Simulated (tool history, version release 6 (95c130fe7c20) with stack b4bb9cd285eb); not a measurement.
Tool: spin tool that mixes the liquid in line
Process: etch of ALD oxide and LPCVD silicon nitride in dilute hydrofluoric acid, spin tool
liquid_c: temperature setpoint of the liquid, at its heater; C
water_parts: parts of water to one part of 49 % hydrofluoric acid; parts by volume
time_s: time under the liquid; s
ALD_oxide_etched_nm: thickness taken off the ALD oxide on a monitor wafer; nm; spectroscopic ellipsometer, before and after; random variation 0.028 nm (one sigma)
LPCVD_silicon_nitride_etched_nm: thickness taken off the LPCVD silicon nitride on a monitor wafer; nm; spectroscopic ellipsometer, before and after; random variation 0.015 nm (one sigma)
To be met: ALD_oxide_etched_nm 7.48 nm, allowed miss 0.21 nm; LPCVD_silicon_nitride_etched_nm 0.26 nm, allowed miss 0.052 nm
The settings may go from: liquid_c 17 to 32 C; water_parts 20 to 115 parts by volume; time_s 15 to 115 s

run  hour  liquid_c  water_parts  time_s  ALD_oxide_etched_nm  LPCVD_silicon_nitride_etched_nm
  1     0        24           65      60               15.699                          0.51982
  2   8.1        24           65      75               19.633                          0.62253
  3  10.9      22.5           80      75               14.762                            0.486
  4  19.8      22.5           80      50               9.7811                          0.30266
  5  26.2        20           80      50               8.9047                          0.27767
  6  30.5        19           80      50               8.5326                          0.26074
  7  34.6      18.5           80      50                8.314                          0.21288
  8    40      19.5           85      50               8.0615                          0.22865
  9  43.1        20           90      50               7.8151                          0.24224

5 next moves are on the table. One of them brings every result within its allowed miss. Which?
  A  46.2      23.5          115      55                    ?                                ?
  B  46.2      25.5          105      50                    ?                                ?
  C  46.2        20          105      60                    ?                                ?
  D  46.2        24          100      50                    ?                                ?
  E  46.2        18          100      65                    ?                                ?

move  ALD_oxide_etched_nm  LPCVD_silicon_nitride_etched_nm
   A               7.5577                          0.25222
   B                8.238                          0.28591
   C               7.9365                          0.23808
   D                8.206                          0.27201
   E                8.356                           0.2358
A: meets every target
B: further off than the last run
C: further off than the last run
D: further off than the last run
E: further off than the last run
Move A is the one to make.

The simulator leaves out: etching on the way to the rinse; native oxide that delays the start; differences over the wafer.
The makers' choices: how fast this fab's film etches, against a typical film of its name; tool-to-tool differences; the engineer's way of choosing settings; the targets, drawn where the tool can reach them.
